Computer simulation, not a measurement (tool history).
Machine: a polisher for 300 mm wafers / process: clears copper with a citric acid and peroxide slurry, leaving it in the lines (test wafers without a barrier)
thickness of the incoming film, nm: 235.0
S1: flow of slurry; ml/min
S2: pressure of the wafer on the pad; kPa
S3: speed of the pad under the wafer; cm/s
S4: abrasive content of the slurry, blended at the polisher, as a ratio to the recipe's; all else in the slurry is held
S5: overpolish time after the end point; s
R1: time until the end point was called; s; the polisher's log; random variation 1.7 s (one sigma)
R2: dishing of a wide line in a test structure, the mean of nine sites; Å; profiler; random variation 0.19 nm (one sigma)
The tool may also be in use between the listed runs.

{"run": 1, "hour": 0.0, "S1": 135, "S2": 23.4, "S3": 88, "S4": 1, "S5": 8, "R1": 97.238, "R2": 154}
{"run": 2, "hour": 3.7, "S1": 135, "S2": 23.4, "S3": 88, "S4": 1, "S5": 5, "R1": 96.865, "R2": 98.351}
{"run": 3, "hour": 4.9, "S1": 135, "S2": 29, "S3": 88, "S4": 1, "S5": 5, "R1": 85.106, "R2": 116.23}
{"run": 4, "hour": 8.0, "S1": 130, "S2": 25.5, "S3": 86, "S4": 1, "S5": 6, "R1": 93.667, "R2": 122.83}
{"run": 5, "hour": 12.8, "S1": 130, "S2": 25.5, "S3": 68, "S4": 1, "S5": 6, "R1": 121.36, "R2": 100.37}
{"run": 6, "hour": 17.9, "S1": 130, "S2": 25.5, "S3": 66, "S4": 1, "S5": 7, "R1": 123.05, "R2": 106.88}
{"run": 7, "hour": 18.8, "S1": 125, "S2": 24.8, "S3": 66, "S4": 1, "S5": 8, "R1": 123.72, "R2": 122.48}

The next listed run, before its measurement:
{"run": 8, "hour": 20.8, "S1": 125, "S2": 24.1, "S3": 66, "S4": 1, "S5": 8, "R1": "?", "R2": "?"}

R1: 128.04 s
R2: 116.48 Å

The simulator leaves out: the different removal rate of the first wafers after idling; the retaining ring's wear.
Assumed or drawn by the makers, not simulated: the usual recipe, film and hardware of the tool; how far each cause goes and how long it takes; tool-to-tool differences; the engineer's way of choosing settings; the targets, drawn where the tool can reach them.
